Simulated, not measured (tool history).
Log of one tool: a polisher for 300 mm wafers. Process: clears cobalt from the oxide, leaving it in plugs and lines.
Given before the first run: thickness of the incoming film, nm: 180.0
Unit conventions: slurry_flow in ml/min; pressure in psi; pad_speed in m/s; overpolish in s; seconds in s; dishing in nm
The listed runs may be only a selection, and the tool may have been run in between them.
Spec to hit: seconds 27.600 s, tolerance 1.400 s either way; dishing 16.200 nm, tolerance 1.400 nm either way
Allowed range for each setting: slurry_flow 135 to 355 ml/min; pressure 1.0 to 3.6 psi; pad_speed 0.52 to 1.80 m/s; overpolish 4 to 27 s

{"run": 1, "day": 0.0, "slurry_flow": 225, "pressure": 2.3, "pad_speed": 1.16, "overpolish": 14, "seconds": 23.283, "dishing": 25.806}
{"run": 2, "day": 0.042, "slurry_flow": 225, "pressure": 2.3, "pad_speed": 1.16, "overpolish": 16, "seconds": 23.569, "dishing": 27.307}
{"run": 3, "day": 0.221, "slurry_flow": 225, "pressure": 2.2, "pad_speed": 1.16, "overpolish": 13, "seconds": 25.071, "dishing": 26.423}
{"run": 4, "day": 0.4, "slurry_flow": 225, "pressure": 2.2, "pad_speed": 1.16, "overpolish": 18, "seconds": 24.051, "dishing": 27.764}
{"run": 5, "day": 0.762, "slurry_flow": 220, "pressure": 2.4, "pad_speed": 1.06, "overpolish": 15, "seconds": 24.135, "dishing": 25.496}
{"run": 6, "day": 1.058, "slurry_flow": 220, "pressure": 2.9, "pad_speed": 1.06, "overpolish": 15, "seconds": 20.146, "dishing": 25.867}
{"run": 7, "day": 1.362, "slurry_flow": 200, "pressure": 3.0, "pad_speed": 0.92, "overpolish": 12, "seconds": 22.872, "dishing": 25.966}
{"run": 8, "day": 1.433, "slurry_flow": 240, "pressure": 3.0, "pad_speed": 0.84, "overpolish": 10, "seconds": 24.996, "dishing": 24.294}
{"run": 9, "day": 1.746, "slurry_flow": 270, "pressure": 3.1, "pad_speed": 0.76, "overpolish": 9, "seconds": 25.862, "dishing": 23.684}
{"run": 10, "day": 1.95, "slurry_flow": 290, "pressure": 3.2, "pad_speed": 0.7, "overpolish": 8, "seconds": 27.302, "dishing": 22.706}
{"run": 11, "day": 2.004, "slurry_flow": 305, "pressure": 3.3, "pad_speed": 0.66, "overpolish": 7, "seconds": 28.053, "dishing": 21.807}

Which one of the following 4 next-run settings gets every result inside its allowed miss? There is exactly one.
{"run": "A", "day": 2.058, "slurry_flow": 330, "pressure": 3.6, "pad_speed": 0.68, "overpolish": 6, "seconds": "?", "dishing": "?"}
{"run": "B", "day": 2.058, "slurry_flow": 340, "pressure": 3.3, "pad_speed": 0.72, "overpolish": 5, "seconds": "?", "dishing": "?"}
{"run": "C", "day": 2.058, "slurry_flow": 305, "pressure": 3.2, "pad_speed": 0.8, "overpolish": 6, "seconds": "?", "dishing": "?"}
{"run": "D", "day": 2.058, "slurry_flow": 355, "pressure": 3.6, "pad_speed": 0.6, "overpolish": 4, "seconds": "?", "dishing": "?"}

move=A seconds=24.249 dishing=20.908
move=B seconds=24.952 dishing=18.994
move=C seconds=23.456 dishing=21.187
move=D seconds=27.149 dishing=16.031
A: moves toward the targets from the last run without getting all of them in spec
B: moves toward the targets from the last run without getting all of them in spec
C: moves toward the targets from the last run without getting all of them in spec
D: all results in spec
So the answer is move D, the one that meets all the targets.

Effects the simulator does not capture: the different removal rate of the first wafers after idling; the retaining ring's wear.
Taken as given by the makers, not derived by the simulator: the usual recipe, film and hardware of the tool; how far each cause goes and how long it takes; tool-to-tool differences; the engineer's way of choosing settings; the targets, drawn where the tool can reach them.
